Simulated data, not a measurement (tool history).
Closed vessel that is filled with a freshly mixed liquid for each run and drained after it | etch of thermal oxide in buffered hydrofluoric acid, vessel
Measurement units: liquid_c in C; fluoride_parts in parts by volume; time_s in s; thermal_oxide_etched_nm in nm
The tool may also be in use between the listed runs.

| run | hour | liquid_c | fluoride_parts | time_s | thermal_oxide_etched_nm |
|---|---|---|---|---|---|
| 1 | 0 | 23 | 13 | 95 | 84.434 |
| 2 | 4.8 | 23 | 13 | 95 | 84.125 |
| 3 | 7.1 | 23 | 15.5 | 95 | 71.704 |
| 4 | 11.2 | 23 | 15.5 | 105 | 79.381 |
| 5 | 18.7 | 24 | 15.5 | 105 | 83.644 |
| 6 | 19.6 | 25 | 15.5 | 105 | 88.201 |

Run 7 is up next; what results do you expect?
| 7 | 25.5 | 25.5 | 15.5 | 105 | ? |

thermal_oxide_etched_nm: 89.696 nm
